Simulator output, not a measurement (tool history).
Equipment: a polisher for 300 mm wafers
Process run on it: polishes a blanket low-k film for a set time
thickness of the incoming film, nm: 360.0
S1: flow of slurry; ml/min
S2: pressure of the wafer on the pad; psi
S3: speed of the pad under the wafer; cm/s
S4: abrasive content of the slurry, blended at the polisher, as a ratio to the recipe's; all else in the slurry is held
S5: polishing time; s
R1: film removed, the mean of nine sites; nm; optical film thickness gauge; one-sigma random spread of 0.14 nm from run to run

run 1 hour=0 | S1=145 S2=2.2 S3=82 S4=1 S5=33 | R1=13.762
run 2 hour=4.1 | S1=155 S2=2.5 S3=82 S4=1 S5=33 | R1=15.971
run 3 hour=12.4 | S1=165 S2=2.7 S3=82 S4=1 S5=33 | R1=17.448
run 4 hour=19.9 | S1=165 S2=2.3 S3=82 S4=1 S5=33 | R1=14.924
run 5 hour=27 | S1=165 S2=1.7 S3=82 S4=1 S5=33 | R1=11.129
run 6 hour=32.1 | S1=175 S2=2.1 S3=82 S4=1 S5=33 | R1=13.665

Run 7 has not been measured yet. What should we expect?
run 7 hour=38.2 | S1=185 S2=2.4 S3=82 S4=1 S5=33 | R1=?

{"run 7": {"R1": 15.706}}
